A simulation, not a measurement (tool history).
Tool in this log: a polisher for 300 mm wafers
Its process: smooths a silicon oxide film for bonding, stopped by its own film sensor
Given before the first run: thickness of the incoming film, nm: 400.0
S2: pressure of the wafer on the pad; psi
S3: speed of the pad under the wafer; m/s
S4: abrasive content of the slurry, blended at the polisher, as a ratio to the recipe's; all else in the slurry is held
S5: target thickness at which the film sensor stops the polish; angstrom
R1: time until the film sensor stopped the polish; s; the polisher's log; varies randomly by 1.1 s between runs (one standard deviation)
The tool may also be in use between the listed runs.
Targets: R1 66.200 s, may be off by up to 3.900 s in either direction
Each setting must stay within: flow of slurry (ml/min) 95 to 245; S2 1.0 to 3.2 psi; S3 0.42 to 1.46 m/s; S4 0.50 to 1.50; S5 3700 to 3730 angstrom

{"run": 1, "day": 0.0, "flow of slurry (ml/min)": 155, "S2": 2.1, "S3": 0.94, "S4": 1.0, "S5": 3700, "R1": 38.437}
{"run": 2, "day": 0.246, "flow of slurry (ml/min)": 155, "S2": 2.1, "S3": 0.94, "S4": 1.0, "S5": 3730, "R1": 34.917}
{"run": 3, "day": 0.521, "flow of slurry (ml/min)": 155, "S2": 1.8, "S3": 0.94, "S4": 1.0, "S5": 3730, "R1": 40.623}
{"run": 4, "day": 0.808, "flow of slurry (ml/min)": 190, "S2": 1.8, "S3": 0.94, "S4": 1.0, "S5": 3730, "R1": 38.997}
{"run": 5, "day": 1.133, "flow of slurry (ml/min)": 170, "S2": 1.8, "S3": 0.94, "S4": 1.0, "S5": 3730, "R1": 40.75}
{"run": 6, "day": 1.408, "flow of slurry (ml/min)": 170, "S2": 1.6, "S3": 0.92, "S4": 1.0, "S5": 3730, "R1": 46.475}
{"run": 7, "day": 1.458, "flow of slurry (ml/min)": 170, "S2": 1.0, "S3": 0.86, "S4": 1.0, "S5": 3730, "R1": 78.562}
{"run": 8, "day": 1.775, "flow of slurry (ml/min)": 175, "S2": 1.0, "S3": 0.86, "S4": 1.0, "S5": 3730, "R1": 76.374}

Exercise: of the 4 proposed moves below, exactly one satisfies all targets within the stated allowed misses. Which move is it?
{"run": "A", "day": 2.092, "flow of slurry (ml/min)": 175, "S2": 1.0, "S3": 0.84, "S4": 0.95, "S5": 3700, "R1": "?"}
{"run": "B", "day": 2.092, "flow of slurry (ml/min)": 215, "S2": 1.0, "S3": 0.78, "S4": 1.0, "S5": 3720, "R1": "?"}
{"run": "C", "day": 2.092, "flow of slurry (ml/min)": 185, "S2": 1.0, "S3": 0.96, "S4": 1.3, "S5": 3710, "R1": "?"}
{"run": "D", "day": 2.092, "flow of slurry (ml/min)": 190, "S2": 1.1, "S3": 0.86, "S4": 1.0, "S5": 3700, "R1": "?"}

move=A R1=87.741
move=B R1=82.665
move=C R1=65.780
move=D R1=75.985
A: the biggest miss grows against the last run
B: the biggest miss grows against the last run
C: hits every target within its allowed miss
D: neither nearer nor further off than the last run
Correct choice: C, which meets every target

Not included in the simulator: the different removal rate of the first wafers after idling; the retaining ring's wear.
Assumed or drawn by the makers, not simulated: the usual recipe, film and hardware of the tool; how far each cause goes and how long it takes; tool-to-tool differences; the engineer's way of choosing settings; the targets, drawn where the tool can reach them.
